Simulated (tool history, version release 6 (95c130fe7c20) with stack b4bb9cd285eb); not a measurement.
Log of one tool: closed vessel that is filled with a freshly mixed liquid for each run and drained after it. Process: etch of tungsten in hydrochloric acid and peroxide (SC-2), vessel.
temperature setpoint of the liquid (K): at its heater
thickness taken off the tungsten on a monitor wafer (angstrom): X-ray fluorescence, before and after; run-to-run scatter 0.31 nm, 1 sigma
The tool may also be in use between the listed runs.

run	day	temperature setpoint of the liquid (K)	parts of water to one part each of 37 % hydrochloric acid and 30 % peroxide (parts by volume)	time in the liquid (s)	thickness taken off the tungsten on a monitor wafer (angstrom)
1	0	333.15	10	235	997.57
2	0.367	333.15	10	235	1003.4
3	0.438	329.65	10	235	821.72
4	0.479	329.65	12	235	696.87
5	0.758	329.65	12	255	748.51
6	0.942	327.15	12	255	641.12
7	1.079	325.15	12	255	557.94
8	1.458	324.15	12	255	526.93

Run 9 comes next. What will it give?
9	1.592	323.15	12	255	?

Run 9 came out at thickness taken off the tungsten on a monitor wafer (angstrom) 491.51.
